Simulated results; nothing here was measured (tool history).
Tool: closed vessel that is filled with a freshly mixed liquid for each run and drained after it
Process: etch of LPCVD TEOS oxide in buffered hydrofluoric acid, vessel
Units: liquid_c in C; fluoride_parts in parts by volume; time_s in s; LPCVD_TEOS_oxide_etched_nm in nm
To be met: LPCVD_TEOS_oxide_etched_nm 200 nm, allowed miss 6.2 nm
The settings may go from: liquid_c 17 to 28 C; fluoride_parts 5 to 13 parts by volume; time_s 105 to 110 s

run  hour  liquid_c  fluoride_parts  time_s  LPCVD_TEOS_oxide_etched_nm
  1     0        20               8     105                      250.66
  2   6.8        19               8     105                      239.44
  3  15.3      18.5               8     105                      230.39
  4  16.7      20.5               8     105                      257.47
  5  20.9      20.5               7     105                      293.86
  6  22.8        24               7     105                      357.99
  7  23.7        20               9     105                      219.72
  8  24.8      19.5               9     105                      215.45
  9  31.7        19               9     105                      207.42

Which of these 4 next moves meets every target?
  A  38.6        20             9.5     105                           ?
  B  38.6        18             9.5     110                           ?
  C  38.6        18             8.5     105                           ?
  D  38.6        17             9.5     105                           ?

move  LPCVD_TEOS_oxide_etched_nm
   A                      214.52
   B                      200.79
   C                         211
   D                      181.05
A: further off than the last run
B: meets every target
C: further off than the last run
D: takes the result that was furthest off past its target
Answer: B
